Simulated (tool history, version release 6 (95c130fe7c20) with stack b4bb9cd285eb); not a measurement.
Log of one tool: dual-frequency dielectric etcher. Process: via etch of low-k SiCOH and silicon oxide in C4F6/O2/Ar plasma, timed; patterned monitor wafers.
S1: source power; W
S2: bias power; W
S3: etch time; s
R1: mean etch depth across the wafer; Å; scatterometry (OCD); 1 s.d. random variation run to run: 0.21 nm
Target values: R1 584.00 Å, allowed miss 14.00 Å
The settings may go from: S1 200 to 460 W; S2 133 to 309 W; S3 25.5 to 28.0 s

run,hour,S1,S2,S3,R1
1,0.0,330,221,28.0,705.21
2,8.7,330,221,28.0,704.38
3,16.6,350,221,28.0,730.11
4,17.5,350,240,28.0,756.35
5,22.5,350,267,28.0,797.69
6,23.7,320,253,28.0,739.41
7,29.4,300,245,28.0,692.59
8,36.6,280,243,28.0,665.47
9,41.1,270,241,28.0,643.92
10,41.7,260,240,28.0,626.91
11,49.2,250,239,28.0,607.72

Exercise: of the 5 proposed moves below, exactly one satisfies all targets within the stated allowed misses. Which move is it?
A,56.7,250,224,28.0,?
B,56.7,270,244,27.0,?
C,56.7,240,265,28.0,?
D,56.7,230,244,27.0,?
E,56.7,240,237,26.5,?

move,R1
A,586.06
B,623.76
C,618.30
D,553.09
E,553.29
A: hits every target within its allowed miss
B: further off than the last run
C: further off than the last run
D: takes the biggest miss from the last run beyond its target
E: takes the biggest miss from the last run beyond its target
A is the move that brings every result within its allowed miss.

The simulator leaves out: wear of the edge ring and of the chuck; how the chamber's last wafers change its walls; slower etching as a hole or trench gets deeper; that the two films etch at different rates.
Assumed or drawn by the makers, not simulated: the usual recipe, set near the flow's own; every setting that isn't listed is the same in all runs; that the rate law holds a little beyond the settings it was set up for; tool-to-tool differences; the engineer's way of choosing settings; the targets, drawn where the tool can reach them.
